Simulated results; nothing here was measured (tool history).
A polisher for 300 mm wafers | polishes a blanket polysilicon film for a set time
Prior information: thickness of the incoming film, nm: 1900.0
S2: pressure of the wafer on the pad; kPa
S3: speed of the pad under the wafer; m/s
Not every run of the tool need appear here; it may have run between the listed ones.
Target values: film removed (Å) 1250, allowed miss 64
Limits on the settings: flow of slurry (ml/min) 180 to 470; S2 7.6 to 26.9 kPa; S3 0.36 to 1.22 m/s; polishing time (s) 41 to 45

Run 1, day 0: flow of slurry (ml/min) 300, S2 17.2 kPa, S3 0.78 m/s, polishing time (s) 45. Result: film removed (Å) 3103.3.
Run 2, day 0.179: flow of slurry (ml/min) 300, S2 15.2 kPa, S3 0.78 m/s, polishing time (s) 45. Result: film removed (Å) 2761.4.
Run 3, day 0.479: flow of slurry (ml/min) 300, S2 13.8 kPa, S3 0.72 m/s, polishing time (s) 45. Result: film removed (Å) 2406.3.
Run 4, day 0.721: flow of slurry (ml/min) 300, S2 12.4 kPa, S3 0.66 m/s, polishing time (s) 44. Result: film removed (Å) 1939.
Run 5, day 0.846: flow of slurry (ml/min) 355, S2 12.4 kPa, S3 0.66 m/s, polishing time (s) 44. Result: film removed (Å) 1927.
Run 6, day 1.021: flow of slurry (ml/min) 355, S2 11.7 kPa, S3 0.64 m/s, polishing time (s) 44. Result: film removed (Å) 1773.6.
Run 7, day 1.271: flow of slurry (ml/min) 355, S2 11 kPa, S3 0.62 m/s, polishing time (s) 44. Result: film removed (Å) 1608.7.
Run 8, day 1.325: flow of slurry (ml/min) 355, S2 11 kPa, S3 0.62 m/s, polishing time (s) 44. Result: film removed (Å) 1638.9.
Run 9, day 1.35: flow of slurry (ml/min) 355, S2 10.3 kPa, S3 0.62 m/s, polishing time (s) 44. Result: film removed (Å) 1517.3.
Run 10, day 1.496: flow of slurry (ml/min) 355, S2 9.7 kPa, S3 0.62 m/s, polishing time (s) 44. Result: film removed (Å) 1445.6.
Run 11, day 1.729: flow of slurry (ml/min) 355, S2 9.7 kPa, S3 0.62 m/s, polishing time (s) 44. Result: film removed (Å) 1443.
Run 12, day 1.796: flow of slurry (ml/min) 355, S2 9 kPa, S3 0.62 m/s, polishing time (s) 44. Result: film removed (Å) 1339.7.

5 candidate next runs follow, results not yet known. Just one meets every target within its allowed miss. Identify it.
Run A, day 1.862: flow of slurry (ml/min) 470, S2 12.4 kPa, S3 0.46 m/s, polishing time (s) 45. Result: film removed (Å) ?.
Run B, day 1.862: flow of slurry (ml/min) 315, S2 10.3 kPa, S3 0.6 m/s, polishing time (s) 42. Result: film removed (Å) ?.
Run C, day 1.862: flow of slurry (ml/min) 350, S2 12.4 kPa, S3 0.48 m/s, polishing time (s) 45. Result: film removed (Å) ?.
Run D, day 1.862: flow of slurry (ml/min) 300, S2 9 kPa, S3 0.7 m/s, polishing time (s) 41. Result: film removed (Å) ?.
Run E, day 1.862: flow of slurry (ml/min) 390, S2 7.6 kPa, S3 0.7 m/s, polishing time (s) 42. Result: film removed (Å) ?.

move  film removed (Å)
   A            1446.8
   B            1419.8
   C            1475.9
   D            1397.6
   E            1251.3
A: lands further from the targets than the last run did
B: lands further from the targets than the last run did
C: lands further from the targets than the last run did
D: lands further from the targets than the last run did
E: every result lands within tolerance
The move that meets every target is E.
